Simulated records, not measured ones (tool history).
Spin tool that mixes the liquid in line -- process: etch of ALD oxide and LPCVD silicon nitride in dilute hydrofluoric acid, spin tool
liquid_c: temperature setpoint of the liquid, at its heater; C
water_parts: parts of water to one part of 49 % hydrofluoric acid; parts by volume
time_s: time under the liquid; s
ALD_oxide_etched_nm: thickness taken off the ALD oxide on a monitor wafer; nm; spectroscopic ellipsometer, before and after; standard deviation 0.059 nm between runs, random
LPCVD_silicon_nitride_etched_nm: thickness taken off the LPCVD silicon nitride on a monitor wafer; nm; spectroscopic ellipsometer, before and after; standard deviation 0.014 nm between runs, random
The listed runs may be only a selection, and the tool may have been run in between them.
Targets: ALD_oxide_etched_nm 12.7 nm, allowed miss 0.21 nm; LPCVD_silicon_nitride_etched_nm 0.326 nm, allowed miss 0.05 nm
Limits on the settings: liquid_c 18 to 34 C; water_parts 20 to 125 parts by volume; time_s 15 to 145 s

run	hour	liquid_c	water_parts	time_s	ALD_oxide_etched_nm	LPCVD_silicon_nitride_etched_nm
1	0	26	70	75	20.618	0.58749
2	1.4	23.5	75	75	17.482	0.48358
3	8.3	23.5	55	75	24.359	0.6204
4	8.9	22	65	75	18.833	0.4864
5	16.9	19	65	75	16.753	0.37588
6	24.8	22	65	75	19.021	0.47832
7	33	21	70	75	16.885	0.40336
8	35	20.5	75	75	15.2	0.35797

Exercise: of the 4 proposed moves below, exactly one satisfies all targets within the stated allowed misses. Which move is it?
A	37	23	90	75	?	?
B	37	23.5	85	60	?	?
C	37	24	100	70	?	?
D	37	23.5	75	55	?	?

move	ALD_oxide_etched_nm	LPCVD_silicon_nitride_etched_nm
A	13.924	0.32758
B	12.109	0.28662
C	12.025	0.29448
D	12.738	0.29717
A: nearer than the last run, and not there yet
B: takes the biggest miss from the last run beyond its target
C: takes the biggest miss from the last run beyond its target
D: all results land within tolerance of their targets
Go with D: it meets all targets.
